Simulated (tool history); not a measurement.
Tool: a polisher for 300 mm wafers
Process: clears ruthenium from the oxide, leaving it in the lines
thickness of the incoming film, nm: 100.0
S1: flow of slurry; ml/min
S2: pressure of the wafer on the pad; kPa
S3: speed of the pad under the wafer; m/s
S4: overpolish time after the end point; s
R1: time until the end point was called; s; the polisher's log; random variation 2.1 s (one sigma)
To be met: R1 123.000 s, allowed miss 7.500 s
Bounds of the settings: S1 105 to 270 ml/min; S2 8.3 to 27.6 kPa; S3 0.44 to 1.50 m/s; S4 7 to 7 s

Run 1, hour 0.0: S1 175 ml/min, S2 17.9 kPa, S3 0.96 m/s, S4 7 s. Result: R1 69.888 s.
Run 2, hour 5.6: S1 175 ml/min, S2 17.9 kPa, S3 0.86 m/s, S4 7 s. Result: R1 80.938 s.
Run 3, hour 8.7: S1 175 ml/min, S2 15.9 kPa, S3 0.86 m/s, S4 7 s. Result: R1 89.249 s.
Run 4, hour 15.7: S1 175 ml/min, S2 15.9 kPa, S3 0.86 m/s, S4 7 s. Result: R1 90.053 s.
Run 5, hour 24.3: S1 175 ml/min, S2 14.5 kPa, S3 0.86 m/s, S4 7 s. Result: R1 97.010 s.
Run 6, hour 26.3: S1 175 ml/min, S2 14.5 kPa, S3 0.86 m/s, S4 7 s. Result: R1 102.280 s.
Run 7, hour 29.1: S1 175 ml/min, S2 13.8 kPa, S3 0.86 m/s, S4 7 s. Result: R1 101.860 s.
Run 8, hour 34.4: S1 175 ml/min, S2 13.1 kPa, S3 0.86 m/s, S4 7 s. Result: R1 107.310 s.
Run 9, hour 35.5: S1 175 ml/min, S2 12.4 kPa, S3 0.86 m/s, S4 7 s. Result: R1 111.720 s.

5 next moves are on the table. One of them brings every result within its allowed miss. Which?
Run A, hour 36.6: S1 180 ml/min, S2 11.0 kPa, S3 0.74 m/s, S4 7 s. Result: R1 ?.
Run B, hour 36.6: S1 125 ml/min, S2 13.8 kPa, S3 0.76 m/s, S4 7 s. Result: R1 ?.
Run C, hour 36.6: S1 210 ml/min, S2 12.4 kPa, S3 0.96 m/s, S4 7 s. Result: R1 ?.
Run D, hour 36.6: S1 170 ml/min, S2 11.7 kPa, S3 1.04 m/s, S4 7 s. Result: R1 ?.
Run E, hour 36.6: S1 145 ml/min, S2 11.7 kPa, S3 0.70 m/s, S4 7 s. Result: R1 ?.

move       R1
   A  146.770
   B  124.220
   C   99.719
   D  100.620
   E  151.960
A: takes the result that was furthest off past its target
B: meets every target
C: further off than the last run
D: further off than the last run
E: takes the result that was furthest off past its target
The right move is B.
